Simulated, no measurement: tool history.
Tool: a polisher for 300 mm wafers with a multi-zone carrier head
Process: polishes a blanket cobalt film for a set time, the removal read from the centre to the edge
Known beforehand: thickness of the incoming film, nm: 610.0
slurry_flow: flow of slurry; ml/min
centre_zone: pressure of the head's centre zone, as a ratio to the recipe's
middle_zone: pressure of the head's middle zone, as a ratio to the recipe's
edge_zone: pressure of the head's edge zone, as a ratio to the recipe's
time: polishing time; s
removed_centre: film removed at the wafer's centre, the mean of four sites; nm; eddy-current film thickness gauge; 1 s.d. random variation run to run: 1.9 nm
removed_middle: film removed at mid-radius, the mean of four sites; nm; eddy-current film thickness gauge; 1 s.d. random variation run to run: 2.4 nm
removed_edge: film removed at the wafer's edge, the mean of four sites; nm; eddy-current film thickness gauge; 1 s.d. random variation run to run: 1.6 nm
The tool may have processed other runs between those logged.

| run | hour | slurry_flow | centre_zone | middle_zone | edge_zone | time | removed_centre | removed_middle | removed_edge |
|---|---|---|---|---|---|---|---|---|---|
| 1 | 0 | 155 | 1 | 1 | 1 | 30 | 119.67 | 123.67 | 118.03 |
| 2 | 3.9 | 155 | 1 | 1 | 1 | 25 | 98.913 | 103.46 | 100.21 |
| 3 | 10.9 | 155 | 1 | 0.96 | 1 | 25 | 98.813 | 98.159 | 100.59 |
| 4 | 14.3 | 155 | 1 | 0.91 | 1 | 25 | 98.175 | 94.599 | 100.71 |
| 5 | 19.5 | 130 | 1 | 0.91 | 1 | 25 | 95.393 | 91.226 | 96.206 |
| 6 | 23.8 | 130 | 1.07 | 0.91 | 1 | 25 | 101.74 | 90.528 | 95.536 |
| 7 | 25.5 | 130 | 1.07 | 0.91 | 1 | 25 | 101.12 | 92.77 | 95.512 |
| 8 | 31.5 | 130 | 1.07 | 0.91 | 1 | 25 | 102.04 | 90.534 | 95.476 |
| 9 | 35.4 | 155 | 1.05 | 0.98 | 1.03 | 28 | 114.11 | 112.07 | 110.32 |
| 10 | 36.9 | 175 | 1.04 | 1.02 | 1.05 | 30 | 125.35 | 126.99 | 121.36 |
| 11 | 43.1 | 185 | 1.02 | 1.05 | 1.07 | 32 | 132.29 | 137.79 | 133.6 |
| 12 | 47.1 | 195 | 1.01 | 1.09 | 1.07 | 33 | 140.63 | 153.02 | 140.16 |
| 13 | 54.9 | 200 | 1 | 1.11 | 1.09 | 34 | 140.22 | 160.85 | 144.99 |

For run 14, what comes out?
| 14 | 62 | 205 | 1 | 1.12 | 1.1 | 35 | ? | ? | ? |

removed_centre: 144.74 nm
removed_middle: 166.56 nm
removed_edge: 149.9 nm
